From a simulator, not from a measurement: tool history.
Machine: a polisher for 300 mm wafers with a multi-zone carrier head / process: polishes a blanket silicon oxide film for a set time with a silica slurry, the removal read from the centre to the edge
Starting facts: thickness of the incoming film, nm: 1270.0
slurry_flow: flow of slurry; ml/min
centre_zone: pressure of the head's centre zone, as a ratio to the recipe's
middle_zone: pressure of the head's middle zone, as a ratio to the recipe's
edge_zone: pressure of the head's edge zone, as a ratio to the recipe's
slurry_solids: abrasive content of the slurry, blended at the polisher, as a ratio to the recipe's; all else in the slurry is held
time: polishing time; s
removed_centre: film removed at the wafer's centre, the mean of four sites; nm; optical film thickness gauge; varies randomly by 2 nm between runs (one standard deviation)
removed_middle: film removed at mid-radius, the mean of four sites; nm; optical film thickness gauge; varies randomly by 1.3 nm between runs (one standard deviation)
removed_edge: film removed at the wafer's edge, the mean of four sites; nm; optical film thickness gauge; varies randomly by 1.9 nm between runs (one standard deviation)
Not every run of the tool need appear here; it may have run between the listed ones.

run 1 hour=0.0 | slurry_flow=210 centre_zone=1.00 middle_zone=1.00 edge_zone=1.00 slurry_solids=1.00 time=45 | removed_centre=108.60 removed_middle=111.10 removed_edge=105.85
run 2 hour=3.0 | slurry_flow=255 centre_zone=1.00 middle_zone=1.00 edge_zone=1.00 slurry_solids=1.00 time=45 | removed_centre=110.34 removed_middle=115.30 removed_edge=110.45
run 3 hour=8.6 | slurry_flow=265 centre_zone=1.03 middle_zone=0.99 edge_zone=1.04 slurry_solids=1.10 time=45 | removed_centre=116.31 removed_middle=117.93 removed_edge=113.22
run 4 hour=16.6 | slurry_flow=265 centre_zone=1.03 middle_zone=0.91 edge_zone=1.04 slurry_solids=1.10 time=45 | removed_centre=117.39 removed_middle=112.61 removed_edge=113.62
run 5 hour=22.3 | slurry_flow=265 centre_zone=1.07 middle_zone=0.91 edge_zone=1.04 slurry_solids=1.10 time=45 | removed_centre=118.85 removed_middle=110.76 removed_edge=113.75
run 6 hour=23.0 | slurry_flow=265 centre_zone=1.07 middle_zone=0.91 edge_zone=1.04 slurry_solids=1.25 time=45 | removed_centre=127.30 removed_middle=115.16 removed_edge=119.88
run 7 hour=26.1 | slurry_flow=265 centre_zone=1.07 middle_zone=0.91 edge_zone=1.05 slurry_solids=1.30 time=46 | removed_centre=130.15 removed_middle=121.55 removed_edge=122.96
run 8 hour=29.3 | slurry_flow=270 centre_zone=1.08 middle_zone=0.89 edge_zone=1.07 slurry_solids=1.35 time=47 | removed_centre=136.56 removed_middle=121.97 removed_edge=129.77

What will run 9 give?
run 9 hour=32.8 | slurry_flow=275 centre_zone=1.08 middle_zone=0.90 edge_zone=1.08 slurry_solids=1.40 time=48 | removed_centre=? removed_middle=? removed_edge=?

removed_centre: 141.81 nm
removed_middle: 126.90 nm
removed_edge: 134.06 nm
